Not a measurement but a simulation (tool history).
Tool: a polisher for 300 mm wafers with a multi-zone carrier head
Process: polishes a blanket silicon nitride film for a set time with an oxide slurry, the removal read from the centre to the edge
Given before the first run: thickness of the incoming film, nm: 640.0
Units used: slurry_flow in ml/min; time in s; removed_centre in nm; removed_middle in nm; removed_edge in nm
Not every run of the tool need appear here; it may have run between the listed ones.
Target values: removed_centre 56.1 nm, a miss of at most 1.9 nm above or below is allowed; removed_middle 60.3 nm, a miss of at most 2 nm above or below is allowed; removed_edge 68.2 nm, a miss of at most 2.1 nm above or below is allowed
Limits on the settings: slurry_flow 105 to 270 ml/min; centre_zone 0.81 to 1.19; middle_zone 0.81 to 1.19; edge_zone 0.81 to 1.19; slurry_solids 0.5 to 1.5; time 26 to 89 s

run	day	slurry_flow	centre_zone	middle_zone	edge_zone	slurry_solids	time	removed_centre	removed_middle	removed_edge
1	0	175	1	1	1	1	57	54.345	54.427	55.62
2	0.158	175	1	1	1	0.85	57	50.75	51.114	51.705
3	0.438	175	1.06	1	1	0.85	57	52.543	49.571	51.739
4	0.658	175	1.06	0.96	1	0.85	57	53.204	49.115	51.352
5	0.992	175	1.06	0.96	1	1	57	58.971	53.388	55.381
6	1.358	175	1.02	0.96	1	1	57	56.2	53.854	55.069
7	1.567	170	1.01	0.97	1.02	1	57	54.006	53.815	56.051
8	1.654	175	1.01	0.97	1.04	1	57	53.89	54.055	56.619
9	1.958	180	1.01	0.97	1.06	1	57	56.157	54.39	57.169
10	2.1	175	1	0.96	1.08	1.05	57	55.219	54.846	59.224
11	2.392	175	0.99	0.96	1.09	1.05	57	54.799	54.298	58.966
12	2.45	175	0.98	0.96	1.1	1.05	57	54.273	54.418	59.131
13	2.588	175	0.97	0.96	1.11	1.05	57	54.263	54.902	60.55
14	2.675	180	0.96	0.96	1.12	1.05	57	53.707	54.642	60.357

Consider the 5 candidate settings below. Which is the only one whose results all fall within their allowed miss of target?
A	2.762	225	0.98	1.07	0.92	1.15	52	?	?	?
B	2.762	165	0.94	0.87	1.19	1.05	63	?	?	?
C	2.762	185	0.92	1.11	0.98	1.1	52	?	?	?
D	2.762	215	0.9	0.95	1.19	1	63	?	?	?
E	2.762	225	0.93	0.91	1.01	1.3	48	?	?	?

move	removed_centre	removed_middle	removed_edge
A	53.312	57.144	53.854
B	56.757	55.822	68.679
C	47.729	56.052	53.303
D	55.31	59.825	68.892
E	49.06	49.934	54.603
A: the biggest miss grows against the last run
B: corrects the largest miss of the last run, while another result sits out of spec
C: the biggest miss grows against the last run
D: meets every target
E: the biggest miss grows against the last run
The move that meets every target is D.
